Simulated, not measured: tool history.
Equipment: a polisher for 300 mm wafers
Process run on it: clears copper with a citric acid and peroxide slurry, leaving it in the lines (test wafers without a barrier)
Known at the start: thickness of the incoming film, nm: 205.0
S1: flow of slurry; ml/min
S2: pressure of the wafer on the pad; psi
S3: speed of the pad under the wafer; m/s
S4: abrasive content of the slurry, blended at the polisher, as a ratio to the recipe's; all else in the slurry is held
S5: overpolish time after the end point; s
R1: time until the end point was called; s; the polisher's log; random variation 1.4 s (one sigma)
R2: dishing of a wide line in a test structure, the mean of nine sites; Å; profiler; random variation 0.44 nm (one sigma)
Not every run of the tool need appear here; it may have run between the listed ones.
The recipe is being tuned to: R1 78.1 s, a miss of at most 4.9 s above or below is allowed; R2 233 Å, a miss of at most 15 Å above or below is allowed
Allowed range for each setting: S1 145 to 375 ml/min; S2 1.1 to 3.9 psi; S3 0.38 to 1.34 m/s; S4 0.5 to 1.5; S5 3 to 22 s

run,hour,S1,S2,S3,S4,S5,R1,R2
1,0,240,2.5,0.86,1,11,118.17,128.73
2,1.4,240,2.7,0.86,1,12,115.25,143.9
3,8.5,240,2.7,0.86,1,10,115.22,124.15
4,10.2,240,2.9,0.88,1,11,105.79,142.63
5,18.4,240,2.9,1.08,1,11,89.079,164.51
6,23.5,240,3,1.08,1,12,87.249,184.81
7,25.3,240,3.1,1.08,1,12,84.05,186.6
8,33.2,240,3.2,1.08,1,13,80.869,207.47
9,42,240,3.3,1.08,1,14,79.549,214.44

4 candidate next runs follow, results not yet known. Just one meets every target within its allowed miss. Identify it.
A,50.8,230,3.2,1.12,1.05,15,?,?
B,50.8,230,3.9,1.1,1,11,?,?
C,50.8,230,3.9,1.14,1.05,16,?,?
D,50.8,170,3.7,1.22,1.1,13,?,?

move,R1,R2
A,77.423,226.88
B,69.19,195.31
C,66.016,267.72
D,65.33,231.9
A: every result lands within tolerance
B: moves away from the targets compared with the last run
C: pushes the last run's worst result past its target
D: brings the last run's worst result on target, with another outside its allowed miss
Correct choice: A, which meets every target
